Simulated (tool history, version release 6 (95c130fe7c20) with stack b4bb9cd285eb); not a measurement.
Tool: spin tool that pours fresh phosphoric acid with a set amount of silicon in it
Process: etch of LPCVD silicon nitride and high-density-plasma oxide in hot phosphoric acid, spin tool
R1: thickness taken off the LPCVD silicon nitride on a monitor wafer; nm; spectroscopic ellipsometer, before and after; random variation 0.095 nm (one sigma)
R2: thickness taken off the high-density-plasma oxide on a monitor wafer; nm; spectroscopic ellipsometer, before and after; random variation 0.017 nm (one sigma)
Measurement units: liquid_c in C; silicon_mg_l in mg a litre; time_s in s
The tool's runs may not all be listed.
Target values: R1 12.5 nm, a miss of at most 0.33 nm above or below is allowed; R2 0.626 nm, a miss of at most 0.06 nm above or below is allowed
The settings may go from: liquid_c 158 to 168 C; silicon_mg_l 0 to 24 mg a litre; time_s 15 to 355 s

{"run": 1, "day": 0.0, "liquid_c": 163, "silicon_mg_l": 10.5, "time_s": 180, "R1": 16.045, "R2": 0.82705}
{"run": 2, "day": 0.312, "liquid_c": 162.5, "silicon_mg_l": 10, "time_s": 180, "R1": 15.686, "R2": 0.78846}
{"run": 3, "day": 0.554, "liquid_c": 162.5, "silicon_mg_l": 6, "time_s": 180, "R1": 15.911, "R2": 0.83352}
{"run": 4, "day": 0.667, "liquid_c": 161.5, "silicon_mg_l": 6, "time_s": 180, "R1": 15.259, "R2": 0.80283}
{"run": 5, "day": 0.971, "liquid_c": 161, "silicon_mg_l": 6, "time_s": 180, "R1": 15.281, "R2": 0.7719}
{"run": 6, "day": 1.212, "liquid_c": 160, "silicon_mg_l": 6, "time_s": 180, "R1": 14.546, "R2": 0.71257}
{"run": 7, "day": 1.446, "liquid_c": 160, "silicon_mg_l": 5.5, "time_s": 180, "R1": 14.482, "R2": 0.74788}
{"run": 8, "day": 1.667, "liquid_c": 159, "silicon_mg_l": 6, "time_s": 170, "R1": 13.163, "R2": 0.64041}
{"run": 9, "day": 2.021, "liquid_c": 159, "silicon_mg_l": 5.5, "time_s": 170, "R1": 13.288, "R2": 0.63634}
{"run": 10, "day": 2.292, "liquid_c": 159, "silicon_mg_l": 5, "time_s": 170, "R1": 13.13, "R2": 0.6342}

Next run, 5 choices. One meets every target within its allowed miss, the rest don't. Which?
{"run": "A", "day": 2.562, "liquid_c": 158, "silicon_mg_l": 2.5, "time_s": 165, "R1": "?", "R2": "?"}
{"run": "B", "day": 2.562, "liquid_c": 158, "silicon_mg_l": 10.5, "time_s": 155, "R1": "?", "R2": "?"}
{"run": "C", "day": 2.562, "liquid_c": 158, "silicon_mg_l": 13.5, "time_s": 165, "R1": "?", "R2": "?"}
{"run": "D", "day": 2.562, "liquid_c": 159.5, "silicon_mg_l": 5, "time_s": 170, "R1": "?", "R2": "?"}
{"run": "E", "day": 2.562, "liquid_c": 158, "silicon_mg_l": 13.5, "time_s": 155, "R1": "?", "R2": "?"}

move=A R1=12.43 R2=0.62284
move=B R1=11.676 R2=0.49594
move=C R1=12.43 R2=0.49234
move=D R1=13.472 R2=0.68345
move=E R1=11.676 R2=0.4625
A: hits every target within its allowed miss
B: takes the result that was furthest off past its target
C: corrects the largest miss of the last run, while another result sits out of spec
D: the biggest miss grows against the last run
E: takes the result that was furthest off past its target
Correct choice: A, which meets every target
